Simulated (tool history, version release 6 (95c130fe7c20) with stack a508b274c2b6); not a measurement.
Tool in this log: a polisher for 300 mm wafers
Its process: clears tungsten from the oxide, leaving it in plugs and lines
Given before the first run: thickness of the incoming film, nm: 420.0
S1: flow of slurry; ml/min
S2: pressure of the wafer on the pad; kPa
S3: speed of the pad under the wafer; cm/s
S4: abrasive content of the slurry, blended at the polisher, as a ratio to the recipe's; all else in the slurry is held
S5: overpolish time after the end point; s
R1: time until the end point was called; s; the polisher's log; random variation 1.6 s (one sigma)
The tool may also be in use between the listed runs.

| run | day | S1 | S2 | S3 | S4 | S5 | R1 |
|---|---|---|---|---|---|---|---|
| 1 | 0 | 240 | 15.9 | 110 | 1 | 39 | 147.24 |
| 2 | 0.125 | 240 | 17.2 | 112 | 1 | 39 | 132.66 |
| 3 | 0.358 | 240 | 17.2 | 112 | 0.85 | 39 | 132.99 |
| 4 | 0.412 | 240 | 15.9 | 112 | 0.85 | 39 | 148.74 |
| 5 | 0.662 | 285 | 15.9 | 112 | 0.85 | 39 | 145.77 |
| 6 | 0.771 | 285 | 17.2 | 114 | 0.85 | 39 | 135.61 |
| 7 | 1.112 | 290 | 21.4 | 132 | 0.9 | 39 | 95.65 |

Expected results for the next run?
| 8 | 1.204 | 290 | 22.1 | 132 | 0.9 | 39 | ? |

Run 8 yielded R1 93.003 s.
